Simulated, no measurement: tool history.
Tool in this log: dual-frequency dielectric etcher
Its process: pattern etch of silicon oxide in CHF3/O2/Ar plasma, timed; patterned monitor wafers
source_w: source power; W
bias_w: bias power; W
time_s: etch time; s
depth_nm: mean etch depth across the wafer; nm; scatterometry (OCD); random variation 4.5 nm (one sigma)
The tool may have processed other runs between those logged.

{"run": 1, "hour": 0.0, "source_w": 520, "bias_w": 149, "time_s": 737, "depth_nm": 1228.1}
{"run": 2, "hour": 2.5, "source_w": 520, "bias_w": 137, "time_s": 737, "depth_nm": 1176}
{"run": 3, "hour": 11.3, "source_w": 490, "bias_w": 136, "time_s": 737, "depth_nm": 1163.3}
{"run": 4, "hour": 17.4, "source_w": 490, "bias_w": 157, "time_s": 737, "depth_nm": 1238.4}
{"run": 5, "hour": 25.8, "source_w": 490, "bias_w": 166, "time_s": 737, "depth_nm": 1274.3}
{"run": 6, "hour": 31.4, "source_w": 430, "bias_w": 166, "time_s": 737, "depth_nm": 1236}
{"run": 7, "hour": 40.3, "source_w": 330, "bias_w": 136, "time_s": 737, "depth_nm": 1043.8}
{"run": 8, "hour": 47.2, "source_w": 350, "bias_w": 137, "time_s": 737, "depth_nm": 1058.6}

Forecast run 9:
{"run": 9, "hour": 52.3, "source_w": 360, "bias_w": 137, "time_s": 737, "depth_nm": "?"}

Run 9 measured depth_nm 1075.3 nm.

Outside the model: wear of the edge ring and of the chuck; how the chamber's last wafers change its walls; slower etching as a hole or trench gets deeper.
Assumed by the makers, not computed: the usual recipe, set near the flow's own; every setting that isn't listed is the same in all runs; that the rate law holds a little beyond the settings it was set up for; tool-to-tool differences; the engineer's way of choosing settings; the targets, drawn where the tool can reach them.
